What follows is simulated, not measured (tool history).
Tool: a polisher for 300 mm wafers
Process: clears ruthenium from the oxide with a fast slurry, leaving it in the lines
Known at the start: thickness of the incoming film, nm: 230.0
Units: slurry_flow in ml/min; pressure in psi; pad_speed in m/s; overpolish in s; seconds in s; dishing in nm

| run | day | slurry_flow | pressure | pad_speed | slurry_solids | overpolish | seconds | dishing |
|---|---|---|---|---|---|---|---|---|
| 1 | 0 | 195 | 2.3 | 0.96 | 1 | 28 | 63.896 | 80.783 |
| 2 | 0.212 | 190 | 1.9 | 0.92 | 1 | 31 | 81.853 | 73.193 |
| 3 | 0.254 | 185 | 1.6 | 0.92 | 1 | 33 | 96.785 | 66.387 |
| 4 | 0.608 | 185 | 1.9 | 0.92 | 1 | 33 | 81.171 | 77.502 |
| 5 | 0.683 | 185 | 1.6 | 0.92 | 1 | 35 | 95.953 | 69.936 |
| 6 | 0.883 | 180 | 1.4 | 0.92 | 1 | 37 | 108.71 | 63.225 |
| 7 | 1.221 | 180 | 1.4 | 0.92 | 1 | 37 | 108.29 | 66.529 |
| 8 | 1.329 | 175 | 1.3 | 0.92 | 1 | 38 | 115.08 | 62.64 |

Run 9 comes next. What will it give?
| 9 | 1.4 | 165 | 1.2 | 0.92 | 1 | 40 | ? | ? |

{"run 9": {"seconds": 123.72, "dishing": 61.039}}

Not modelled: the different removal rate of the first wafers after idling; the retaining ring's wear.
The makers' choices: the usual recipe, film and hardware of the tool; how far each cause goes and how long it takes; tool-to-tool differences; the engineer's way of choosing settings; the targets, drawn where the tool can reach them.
